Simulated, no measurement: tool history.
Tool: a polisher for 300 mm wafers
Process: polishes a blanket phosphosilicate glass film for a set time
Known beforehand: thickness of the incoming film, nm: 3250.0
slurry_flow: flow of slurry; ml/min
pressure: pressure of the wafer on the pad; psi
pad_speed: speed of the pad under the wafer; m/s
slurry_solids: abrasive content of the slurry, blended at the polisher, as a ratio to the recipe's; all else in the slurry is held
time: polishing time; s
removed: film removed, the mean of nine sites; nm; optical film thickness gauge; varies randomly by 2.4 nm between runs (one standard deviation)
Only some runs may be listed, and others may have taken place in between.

run  hour  slurry_flow  pressure  pad_speed  slurry_solids  time  removed
  1   0.0          205       3.9       0.86           1.00    48   433.21
  2   2.6          200       3.7       0.86           1.00    48   413.63
  3   8.1          195       3.6       0.86           1.00    48   399.40
  4  12.9          215       3.6       0.86           1.00    48   399.50
  5  21.3          215       4.0       0.86           1.00    48   443.51
  6  30.3          215       4.0       0.86           0.85    48   419.04
  7  36.7          215       3.9       0.86           0.85    48   407.72
  8  40.8          215       3.8       0.86           0.85    48   397.55

Run 9 comes next. What will it give?
  9  45.2          215       3.7       0.86           0.85    48        ?

removed: 386.51 nm

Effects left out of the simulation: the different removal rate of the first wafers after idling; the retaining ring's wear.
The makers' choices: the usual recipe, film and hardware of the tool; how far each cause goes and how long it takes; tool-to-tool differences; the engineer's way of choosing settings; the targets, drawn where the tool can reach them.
